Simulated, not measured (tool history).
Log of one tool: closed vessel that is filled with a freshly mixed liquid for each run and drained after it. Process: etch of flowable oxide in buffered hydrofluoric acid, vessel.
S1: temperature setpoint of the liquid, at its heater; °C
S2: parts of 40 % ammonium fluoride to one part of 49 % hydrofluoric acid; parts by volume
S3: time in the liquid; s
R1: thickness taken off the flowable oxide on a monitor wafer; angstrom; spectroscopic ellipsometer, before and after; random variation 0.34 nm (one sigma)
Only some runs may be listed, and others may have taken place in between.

{"run": 1, "hour": 0.0, "S1": 23.0, "S2": 10.0, "S3": 30, "R1": 601.41}
{"run": 2, "hour": 8.0, "S1": 21.5, "S2": 10.0, "S3": 30, "R1": 560.43}
{"run": 3, "hour": 15.4, "S1": 25.0, "S2": 10.0, "S3": 30, "R1": 674.8}
{"run": 4, "hour": 19.4, "S1": 25.0, "S2": 10.0, "S3": 30, "R1": 671.38}
{"run": 5, "hour": 21.3, "S1": 23.0, "S2": 10.0, "S3": 30, "R1": 592.63}
{"run": 6, "hour": 29.9, "S1": 21.5, "S2": 10.0, "S3": 30, "R1": 547.25}
{"run": 7, "hour": 30.8, "S1": 20.5, "S2": 10.0, "S3": 30, "R1": 515.69}

What will run 8 give?
{"run": 8, "hour": 34.7, "S1": 20.0, "S2": 10.0, "S3": 30, "R1": "?"}

{"run 8": {"R1": 509.19}}

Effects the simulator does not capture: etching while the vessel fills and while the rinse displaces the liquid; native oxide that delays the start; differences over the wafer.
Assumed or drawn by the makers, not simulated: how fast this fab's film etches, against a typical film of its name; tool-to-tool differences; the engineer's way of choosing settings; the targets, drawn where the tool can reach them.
